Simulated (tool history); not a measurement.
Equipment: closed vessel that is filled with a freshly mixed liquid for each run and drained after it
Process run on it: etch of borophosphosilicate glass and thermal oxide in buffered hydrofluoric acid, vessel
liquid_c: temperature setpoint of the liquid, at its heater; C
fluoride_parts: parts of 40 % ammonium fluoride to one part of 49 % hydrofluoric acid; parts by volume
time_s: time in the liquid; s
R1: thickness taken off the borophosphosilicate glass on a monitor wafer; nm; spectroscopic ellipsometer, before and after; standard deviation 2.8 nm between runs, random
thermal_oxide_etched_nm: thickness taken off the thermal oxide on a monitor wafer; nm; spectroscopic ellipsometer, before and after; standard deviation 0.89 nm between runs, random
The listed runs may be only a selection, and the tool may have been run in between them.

run 1 hour=0 | liquid_c=21 fluoride_parts=11.5 time_s=60 | R1=108.44 thermal_oxide_etched_nm=50.46
run 2 hour=7.5 | liquid_c=22 fluoride_parts=10.5 time_s=60 | R1=126.5 thermal_oxide_etched_nm=59.674
run 3 hour=9.5 | liquid_c=22 fluoride_parts=9 time_s=60 | R1=143.26 thermal_oxide_etched_nm=66.842
run 4 hour=11.1 | liquid_c=23 fluoride_parts=8.5 time_s=60 | R1=159.22 thermal_oxide_etched_nm=74.817
run 5 hour=14 | liquid_c=23.5 fluoride_parts=8 time_s=60 | R1=173.75 thermal_oxide_etched_nm=82.462
run 6 hour=18.7 | liquid_c=24 fluoride_parts=7.5 time_s=60 | R1=192.65 thermal_oxide_etched_nm=89.98
run 7 hour=22.7 | liquid_c=24.5 fluoride_parts=7.5 time_s=60 | R1=196.98 thermal_oxide_etched_nm=92.252

What will run 8 give?
run 8 hour=29.9 | liquid_c=25 fluoride_parts=7.5 time_s=60 | R1=? thermal_oxide_etched_nm=?

{"run 8": {"R1": 202.75, "thermal_oxide_etched_nm": 95.413}}
